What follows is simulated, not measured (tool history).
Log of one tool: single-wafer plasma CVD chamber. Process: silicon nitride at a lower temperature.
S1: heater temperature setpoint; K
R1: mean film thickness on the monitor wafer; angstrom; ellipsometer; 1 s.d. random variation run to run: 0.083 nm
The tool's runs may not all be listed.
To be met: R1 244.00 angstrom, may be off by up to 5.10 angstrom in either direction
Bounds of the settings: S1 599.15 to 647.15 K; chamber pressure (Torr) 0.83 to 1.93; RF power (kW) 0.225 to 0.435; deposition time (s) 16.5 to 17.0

run 1 hour=0.0 | S1=623.15 chamber_pressure_(Torr)=1.38 RF_power_(kW)=0.330 deposition_time_(s)=16.5 | R1=199.71
run 2 hour=7.5 | S1=623.15 chamber_pressure_(Torr)=1.38 RF_power_(kW)=0.285 deposition_time_(s)=16.5 | R1=180.48
run 3 hour=9.0 | S1=623.15 chamber_pressure_(Torr)=1.51 RF_power_(kW)=0.315 deposition_time_(s)=16.6 | R1=202.69
run 4 hour=15.8 | S1=623.15 chamber_pressure_(Torr)=1.63 RF_power_(kW)=0.325 deposition_time_(s)=16.6 | R1=210.69
run 5 hour=21.5 | S1=623.15 chamber_pressure_(Torr)=1.63 RF_power_(kW)=0.370 deposition_time_(s)=16.6 | R1=230.26
run 6 hour=29.2 | S1=623.15 chamber_pressure_(Torr)=1.63 RF_power_(kW)=0.370 deposition_time_(s)=16.5 | R1=229.42
run 7 hour=34.1 | S1=623.15 chamber_pressure_(Torr)=1.70 RF_power_(kW)=0.375 deposition_time_(s)=16.5 | R1=235.23
run 8 hour=41.2 | S1=623.15 chamber_pressure_(Torr)=1.74 RF_power_(kW)=0.375 deposition_time_(s)=16.5 | R1=235.60
run 9 hour=45.5 | S1=623.15 chamber_pressure_(Torr)=1.78 RF_power_(kW)=0.375 deposition_time_(s)=16.5 | R1=238.44

Exercise: of the 5 proposed moves below, exactly one satisfies all targets within the stated allowed misses. Which move is it?
run A hour=49.8 | S1=618.15 chamber_pressure_(Torr)=1.93 RF_power_(kW)=0.345 deposition_time_(s)=16.5 | R1=?
run B hour=49.8 | S1=620.15 chamber_pressure_(Torr)=1.76 RF_power_(kW)=0.370 deposition_time_(s)=16.5 | R1=?
run C hour=49.8 | S1=627.15 chamber_pressure_(Torr)=1.85 RF_power_(kW)=0.365 deposition_time_(s)=16.5 | R1=?
run D hour=49.8 | S1=632.15 chamber_pressure_(Torr)=1.92 RF_power_(kW)=0.370 deposition_time_(s)=16.8 | R1=?
run E hour=49.8 | S1=618.15 chamber_pressure_(Torr)=1.70 RF_power_(kW)=0.370 deposition_time_(s)=16.5 | R1=?

move=A R1=231.42
move=B R1=235.41
move=C R1=236.52
move=D R1=245.41
move=E R1=232.85
A: its largest miss is bigger than the last run's
B: its largest miss is bigger than the last run's
C: its largest miss is bigger than the last run's
D: in spec on every target
E: its largest miss is bigger than the last run's
The right move is D.
